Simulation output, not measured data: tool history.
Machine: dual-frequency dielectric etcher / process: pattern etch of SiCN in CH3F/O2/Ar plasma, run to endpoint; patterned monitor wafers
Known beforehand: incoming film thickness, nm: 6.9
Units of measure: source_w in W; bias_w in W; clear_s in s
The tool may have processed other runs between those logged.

run,hour,source_w,bias_w,clear_s
1,0,480,83,17.569
2,3.6,530,83,16.776
3,9.3,500,82,17.416
4,11.6,480,81,18.032
5,15.6,470,81,18.034
6,24.5,470,87,17.634
7,26.7,450,87,17.915
8,34.9,430,87,18.577
9,40.7,420,87,18.712
10,43.3,340,84,21.547
11,44.5,350,84,21.22

What will run 12 give?
12,51.6,430,86,?

clear_s: 18.707 s

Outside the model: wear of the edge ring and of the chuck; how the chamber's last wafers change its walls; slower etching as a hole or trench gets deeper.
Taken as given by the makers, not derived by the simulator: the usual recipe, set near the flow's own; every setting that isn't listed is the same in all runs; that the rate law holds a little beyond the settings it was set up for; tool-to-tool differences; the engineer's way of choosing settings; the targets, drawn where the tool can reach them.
